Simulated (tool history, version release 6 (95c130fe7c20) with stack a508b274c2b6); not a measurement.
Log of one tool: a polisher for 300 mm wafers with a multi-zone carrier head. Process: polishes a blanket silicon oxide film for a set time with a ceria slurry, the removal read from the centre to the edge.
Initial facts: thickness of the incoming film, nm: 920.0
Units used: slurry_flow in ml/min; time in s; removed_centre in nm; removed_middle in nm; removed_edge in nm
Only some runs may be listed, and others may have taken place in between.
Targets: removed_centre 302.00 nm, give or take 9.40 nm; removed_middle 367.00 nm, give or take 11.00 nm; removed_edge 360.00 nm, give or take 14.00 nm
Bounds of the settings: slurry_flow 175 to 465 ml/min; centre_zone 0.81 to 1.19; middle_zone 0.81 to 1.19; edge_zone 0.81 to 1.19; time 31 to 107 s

run	hour	slurry_flow	centre_zone	middle_zone	edge_zone	time	removed_centre	removed_middle	removed_edge
1	0.0	295	1.00	1.00	1.00	69	316.29	307.05	311.66
2	1.3	295	0.95	1.00	1.00	69	299.44	305.01	308.02
3	8.6	295	0.95	0.93	1.00	69	296.06	289.36	302.89
4	16.4	295	0.95	0.93	1.00	77	328.80	321.44	352.09
5	22.9	295	0.95	0.93	1.07	77	335.29	321.43	354.74
6	26.4	255	0.95	0.93	1.07	77	322.96	319.71	344.79
7	31.1	255	0.95	0.93	1.07	77	325.63	322.78	347.19
8	37.6	245	0.92	0.96	1.07	78	323.19	337.29	347.44
9	40.3	235	0.89	0.97	1.10	79	313.05	338.91	361.75
10	41.0	225	0.88	1.00	1.09	79	309.52	338.03	362.31
11	45.8	215	0.88	1.05	1.07	79	303.54	356.96	354.70
12	54.3	215	0.88	1.05	1.07	79	309.63	351.85	356.04

Which one of the following 5 next-run settings gets every result inside its allowed miss? There is exactly one.
A	62.8	205	0.86	1.07	1.07	81	?	?	?
B	62.8	275	0.91	0.99	1.09	76	?	?	?
C	62.8	210	0.91	0.99	1.09	78	?	?	?
D	62.8	190	0.82	1.11	1.08	83	?	?	?
E	62.8	230	0.88	1.04	1.09	76	?	?	?

move	removed_centre	removed_middle	removed_edge
A	306.12	365.29	369.94
B	312.20	329.66	356.94
C	312.64	330.95	360.29
D	296.80	383.19	378.64
E	297.14	338.18	352.87
A: meets every target
B: lands further from the targets than the last run did
C: lands further from the targets than the last run did
D: the result that was furthest off in the last run now lies on the other side of its target
E: lands further from the targets than the last run did
Go with A: it meets all targets.
